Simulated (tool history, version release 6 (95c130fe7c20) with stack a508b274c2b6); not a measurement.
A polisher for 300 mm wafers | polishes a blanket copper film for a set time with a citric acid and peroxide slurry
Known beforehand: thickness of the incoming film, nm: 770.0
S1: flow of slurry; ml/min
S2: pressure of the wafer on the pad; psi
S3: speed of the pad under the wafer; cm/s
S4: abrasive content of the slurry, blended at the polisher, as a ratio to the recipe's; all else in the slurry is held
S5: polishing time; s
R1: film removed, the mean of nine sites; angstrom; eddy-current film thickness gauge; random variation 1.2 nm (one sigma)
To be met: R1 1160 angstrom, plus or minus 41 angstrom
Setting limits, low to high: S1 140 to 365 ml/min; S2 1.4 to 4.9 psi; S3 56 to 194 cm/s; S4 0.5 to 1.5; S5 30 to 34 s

run,day,S1,S2,S3,S4,S5,R1
1,0,235,3.1,124,1,34,823.25
2,0.038,235,3.1,124,1,34,802.98
3,0.238,235,3.3,124,1,34,844.92
4,0.346,205,3.3,124,1,34,843.16
5,0.546,205,3.3,124,1,34,854.47
6,0.85,205,3.3,124,1.15,34,870.44
7,1.133,205,3.5,124,1.15,34,917.11
8,1.279,205,3.7,124,1.15,34,977.1
9,1.429,205,3.7,124,1.15,34,968.16
10,1.783,205,3.8,124,1.15,34,987.56

Next run, 5 choices. One meets every target within its allowed miss, the rest don't. Which?
A,2.138,220,3.6,120,1.25,31,?
B,2.138,180,3.3,114,1.1,34,?
C,2.138,220,3.6,118,1.1,30,?
D,2.138,180,4.2,134,1.2,34,?
E,2.138,160,3.9,120,1.05,32,?

move,R1
A,849.54
B,780.6
C,790.2
D,1150.4
E,871.64
A: the biggest miss grows against the last run
B: the biggest miss grows against the last run
C: the biggest miss grows against the last run
D: meets every target
E: the biggest miss grows against the last run
Answer: D

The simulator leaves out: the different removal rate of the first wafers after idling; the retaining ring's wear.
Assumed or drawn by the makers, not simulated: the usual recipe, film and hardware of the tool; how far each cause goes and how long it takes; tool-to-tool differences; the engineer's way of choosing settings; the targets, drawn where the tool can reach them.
